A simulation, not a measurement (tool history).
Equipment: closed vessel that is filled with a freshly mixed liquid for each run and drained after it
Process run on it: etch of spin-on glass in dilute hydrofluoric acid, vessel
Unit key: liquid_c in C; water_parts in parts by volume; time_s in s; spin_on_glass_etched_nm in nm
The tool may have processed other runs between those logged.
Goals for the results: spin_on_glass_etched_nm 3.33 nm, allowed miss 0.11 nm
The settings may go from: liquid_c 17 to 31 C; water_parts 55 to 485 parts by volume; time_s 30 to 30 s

run 1 hour=0 | liquid_c=23 water_parts=270 time_s=30 | spin_on_glass_etched_nm=5.3164
run 2 hour=8.1 | liquid_c=21.5 water_parts=285 time_s=30 | spin_on_glass_etched_nm=4.6767
run 3 hour=12 | liquid_c=21.5 water_parts=285 time_s=30 | spin_on_glass_etched_nm=4.7691
run 4 hour=20.7 | liquid_c=20.5 water_parts=300 time_s=30 | spin_on_glass_etched_nm=4.3248
run 5 hour=26.4 | liquid_c=20 water_parts=310 time_s=30 | spin_on_glass_etched_nm=3.9699
run 6 hour=27.9 | liquid_c=19.5 water_parts=315 time_s=30 | spin_on_glass_etched_nm=3.8648
run 7 hour=31 | liquid_c=19 water_parts=320 time_s=30 | spin_on_glass_etched_nm=3.759
run 8 hour=36.2 | liquid_c=18.5 water_parts=325 time_s=30 | spin_on_glass_etched_nm=3.5877

Exactly one of the 5 candidate moves below puts every result within its allowed miss. Which one?
run A hour=41.4 | liquid_c=19 water_parts=345 time_s=30 | spin_on_glass_etched_nm=?
run B hour=41.4 | liquid_c=19.5 water_parts=330 time_s=30 | spin_on_glass_etched_nm=?
run C hour=41.4 | liquid_c=17.5 water_parts=310 time_s=30 | spin_on_glass_etched_nm=?
run D hour=41.4 | liquid_c=20.5 water_parts=380 time_s=30 | spin_on_glass_etched_nm=?
run E hour=41.4 | liquid_c=18.5 water_parts=370 time_s=30 | spin_on_glass_etched_nm=?

move=A spin_on_glass_etched_nm=3.3571
move=B spin_on_glass_etched_nm=3.6197
move=C spin_on_glass_etched_nm=3.641
move=D spin_on_glass_etched_nm=3.1207
move=E spin_on_glass_etched_nm=3.0113
A: in spec on every target
B: the biggest miss grows against the last run
C: the biggest miss grows against the last run
D: the result that was furthest off in the last run now lies on the other side of its target
E: the result that was furthest off in the last run now lies on the other side of its target
The move that meets every target is A.
